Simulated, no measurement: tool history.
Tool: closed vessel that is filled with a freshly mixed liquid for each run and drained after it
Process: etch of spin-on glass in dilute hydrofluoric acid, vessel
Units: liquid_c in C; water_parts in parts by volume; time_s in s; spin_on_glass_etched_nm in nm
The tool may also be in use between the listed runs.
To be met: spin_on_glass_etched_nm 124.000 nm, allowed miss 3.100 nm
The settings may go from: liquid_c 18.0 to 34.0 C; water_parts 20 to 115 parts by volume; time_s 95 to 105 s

run    day  liquid_c  water_parts  time_s  spin_on_glass_etched_nm
  1  0.000      26.0           65      95                   74.129
  2  0.104      27.5           65      95                   78.035
  3  0.279      28.5           65      95                   82.522
  4  0.388      29.5           65      95                   84.510
  5  0.571      29.5           85      95                   62.703
  6  0.608      30.0           80      95                   68.556
  7  0.692      30.5           75      95                   74.884
  8  1.038      31.0           70      95                   82.292
  9  1.212      34.0           50      95                  132.030
 10  1.358      33.0           50      95                  129.130

5 next moves are on the table. One of them brings every result within its allowed miss. Which?
  A  1.504      29.0           50     100                        ?
  B  1.504      31.0           50      95                        ?
  C  1.504      34.0           50      95                        ?
  D  1.504      33.5           55      95                        ?
  E  1.504      29.0           45      95                        ?

move  spin_on_glass_etched_nm
   A                  115.310
   B                  118.490
   C                  132.980
   D                  117.630
   E                  122.640
A: takes the result that was furthest off past its target
B: takes the result that was furthest off past its target
C: further off than the last run
D: takes the result that was furthest off past its target
E: meets every target
The right move is E.
